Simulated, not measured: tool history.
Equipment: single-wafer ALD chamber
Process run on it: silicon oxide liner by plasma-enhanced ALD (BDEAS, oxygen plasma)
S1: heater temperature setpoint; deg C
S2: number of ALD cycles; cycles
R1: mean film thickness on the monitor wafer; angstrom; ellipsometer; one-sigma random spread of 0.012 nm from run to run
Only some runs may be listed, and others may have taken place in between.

{"run": 1, "hour": 0.0, "S1": 320, "S2": 83, "R1": 73.95}
{"run": 2, "hour": 3.2, "S1": 320, "S2": 90, "R1": 80.253}
{"run": 3, "hour": 10.3, "S1": 327, "S2": 90, "R1": 79.065}
{"run": 4, "hour": 14.9, "S1": 317, "S2": 90, "R1": 80.673}
{"run": 5, "hour": 15.8, "S1": 312, "S2": 90, "R1": 81.235}
{"run": 6, "hour": 23.3, "S1": 313, "S2": 86, "R1": 77.379}
{"run": 7, "hour": 26.2, "S1": 314, "S2": 83, "R1": 74.575}
{"run": 8, "hour": 33.7, "S1": 315, "S2": 80, "R1": 71.873}
{"run": 9, "hour": 41.9, "S1": 316, "S2": 77, "R1": 68.957}
{"run": 10, "hour": 50.9, "S1": 317, "S2": 75, "R1": 67.161}
{"run": 11, "hour": 57.0, "S1": 318, "S2": 73, "R1": 65.394}
{"run": 12, "hour": 61.8, "S1": 323, "S2": 60, "R1": 53.249}
{"hour": 63.7, "done": "thermocouple changed; heater temperature recalibrated"}
{"run": 13, "hour": 63.7, "S1": 322, "S2": 60, "R1": 53.64}
{"run": 14, "hour": 65.7, "S1": 321, "S2": 60, "R1": 54.028}
{"run": 15, "hour": 68.9, "S1": 320, "S2": 60, "R1": 53.74}

Estimate the outcome of run 16 from the log above:
{"run": 16, "hour": 72.6, "S1": 319, "S2": 60, "R1": "?"}

For run 16 the tool returned R1 53.979 angstrom.

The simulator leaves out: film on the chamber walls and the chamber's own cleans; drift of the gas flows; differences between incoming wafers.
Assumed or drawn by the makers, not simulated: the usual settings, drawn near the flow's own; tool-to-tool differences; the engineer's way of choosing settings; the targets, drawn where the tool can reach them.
